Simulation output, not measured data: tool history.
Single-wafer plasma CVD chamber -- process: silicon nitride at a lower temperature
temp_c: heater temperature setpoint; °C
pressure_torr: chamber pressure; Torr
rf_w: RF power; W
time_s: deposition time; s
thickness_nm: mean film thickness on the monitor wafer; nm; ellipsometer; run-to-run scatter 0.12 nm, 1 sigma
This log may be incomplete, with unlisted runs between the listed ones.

run  hour  temp_c  pressure_torr  rf_w  time_s  thickness_nm
  1   0.0     330           1.08   310    28.8        31.571
  2   0.9     330           1.16   310    28.8        31.773
  3   1.7     330           1.16   310    29.7        33.263
  4   9.2     330           1.05   285    29.6        30.742
  5  13.5     330           1.05   285    28.8        29.964
  6  15.9     330           1.05   320    28.8        32.173
  7  19.2     330           0.98   295    28.8        29.947
  8  26.4     330           0.90   280    28.8        28.315

Expected results for the next run?
  9  27.3     330           0.84   275    28.8             ?

{"run 9": {"thickness_nm": 27.426}}
